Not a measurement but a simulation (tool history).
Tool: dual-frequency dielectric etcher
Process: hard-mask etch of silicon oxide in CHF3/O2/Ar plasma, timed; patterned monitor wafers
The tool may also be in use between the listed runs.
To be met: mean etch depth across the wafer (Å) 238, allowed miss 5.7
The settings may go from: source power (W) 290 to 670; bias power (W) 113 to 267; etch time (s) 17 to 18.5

run  hour  source power (W)  bias power (W)  etch time (s)  mean etch depth across the wafer (Å)
  1     0               480             190           18.5                                303.33
  2     8               480             190             17                                   275
  3   9.6               440             190             17                                272.33
  4  11.7               440             190           18.5                                297.65
  5    17               410             190           18.5                                288.38
  6  22.2               390             175           18.5                                275.83
  7  23.1               380             165           18.5                                262.96
  8  27.3               370             160           18.5                                256.23

5 next moves are on the table. One of them brings every result within its allowed miss. Which?
  A  31.5               440             154           17.5                                     ?
  B  31.5               360             162             18                                     ?
  C  31.5               350             171           17.5                                     ?
  D  31.5               320             145           18.5                                     ?
  E  31.5               360             154           18.5                                     ?

move  mean etch depth across the wafer (Å)
   A                                253.31
   B                                251.81
   C                                249.32
   D                                237.06
   E                                252.48
A: nearer than the last run, and not there yet
B: nearer than the last run, and not there yet
C: nearer than the last run, and not there yet
D: meets every target
E: nearer than the last run, and not there yet
The right move is D.
